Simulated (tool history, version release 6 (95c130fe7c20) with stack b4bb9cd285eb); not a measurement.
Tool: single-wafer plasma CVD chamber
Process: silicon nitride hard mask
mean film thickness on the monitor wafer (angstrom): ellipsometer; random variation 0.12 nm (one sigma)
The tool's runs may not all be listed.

run	hour	heater temperature setpoint (K)	chamber pressure (mTorr)	RF power (W)	deposition time (s)	mean film thickness on the monitor wafer (angstrom)
1	0	673.15	1650	350	49.6	660.61
2	1.1	673.15	1650	380	49.6	708.65
3	4.8	673.15	1650	420	49.6	760.96
4	13.8	673.15	1650	420	51.2	784.58
5	18.9	673.15	1580	405	51.1	753.81
6	21.7	673.15	1700	405	51.1	771.76
7	23	673.15	1620	395	51	744.81
8	30.2	673.15	1550	385	50.9	718.77
9	31	673.15	1220	330	50.4	585.84
10	37.9	673.15	1240	330	50.4	590.34

Estimate the outcome of run 11 from the log above:
11	46.8	673.15	1250	330	50.4	?

mean film thickness on the monitor wafer (angstrom): 591.7
